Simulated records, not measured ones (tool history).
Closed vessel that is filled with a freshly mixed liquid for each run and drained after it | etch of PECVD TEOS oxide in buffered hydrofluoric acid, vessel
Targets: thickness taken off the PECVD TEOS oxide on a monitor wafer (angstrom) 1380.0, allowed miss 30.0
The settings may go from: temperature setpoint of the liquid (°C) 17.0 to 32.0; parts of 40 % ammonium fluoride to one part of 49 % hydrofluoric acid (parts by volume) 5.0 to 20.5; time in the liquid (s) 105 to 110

| run | day | temperature setpoint of the liquid (°C) | parts of 40 % ammonium fluoride to one part of 49 % hydrofluoric acid (parts by volume) | time in the liquid (s) | thickness taken off the PECVD TEOS oxide on a monitor wafer (angstrom) |
|---|---|---|---|---|---|
| 1 | 0.000 | 24.0 | 12.5 | 105 | 2205.6 |
| 2 | 0.300 | 22.5 | 13.0 | 105 | 1954.2 |
| 3 | 0.667 | 22.5 | 13.0 | 105 | 1938.1 |
| 4 | 0.929 | 22.5 | 13.0 | 105 | 1972.3 |
| 5 | 1.262 | 21.5 | 13.0 | 105 | 1865.9 |
| 6 | 1.388 | 21.5 | 13.0 | 110 | 1936.2 |
| 7 | 1.533 | 20.5 | 13.0 | 110 | 1818.9 |
| 8 | 1.588 | 20.0 | 13.0 | 110 | 1787.5 |
| 9 | 1.788 | 19.5 | 13.0 | 110 | 1745.6 |
| 10 | 2.154 | 19.0 | 13.0 | 110 | 1669.9 |

Which of these 4 next moves meets every target?
| A | 2.521 | 17.0 | 13.5 | 105 | ? |
| B | 2.521 | 18.0 | 13.5 | 105 | ? |
| C | 2.521 | 17.5 | 14.5 | 105 | ? |
| D | 2.521 | 18.0 | 14.0 | 110 | ? |

| move | thickness taken off the PECVD TEOS oxide on a monitor wafer (angstrom) |
|---|---|
| A | 1396.4 |
| B | 1478.3 |
| C | 1339.4 |
| D | 1494.3 |
A: meets every target
B: nearer than the last run, and not there yet
C: takes the result that was furthest off past its target
D: nearer than the last run, and not there yet
Answer: A
